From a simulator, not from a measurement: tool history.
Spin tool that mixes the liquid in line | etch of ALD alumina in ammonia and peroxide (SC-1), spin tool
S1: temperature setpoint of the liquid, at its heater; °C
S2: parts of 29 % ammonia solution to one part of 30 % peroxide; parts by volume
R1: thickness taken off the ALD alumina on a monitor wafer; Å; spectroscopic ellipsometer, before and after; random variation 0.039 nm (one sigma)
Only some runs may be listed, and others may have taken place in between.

{"run": 1, "day": 0.0, "S1": 50, "S2": 0.4, "time under the liquid (s)": 85, "R1": 60.483}
{"run": 2, "day": 0.258, "S1": 56.5, "S2": 0.4, "time under the liquid (s)": 85, "R1": 86.648}
{"run": 3, "day": 0.475, "S1": 56.5, "S2": 0.45, "time under the liquid (s)": 85, "R1": 86.947}
{"run": 4, "day": 0.725, "S1": 51.5, "S2": 0.45, "time under the liquid (s)": 85, "R1": 67.238}
{"run": 5, "day": 0.792, "S1": 51.5, "S2": 0.45, "time under the liquid (s)": 65, "R1": 51.475}
{"day": 1.142, "done": "heated supply line repaired"}
{"run": 6, "day": 1.142, "S1": 51.5, "S2": 0.45, "time under the liquid (s)": 85, "R1": 79.28}

Run 7, settings as shown, results not yet in. Your forecast:
{"run": 7, "day": 1.238, "S1": 50.5, "S2": 0.45, "time under the liquid (s)": 85, "R1": "?"}

{"run 7": {"R1": 75.784}}
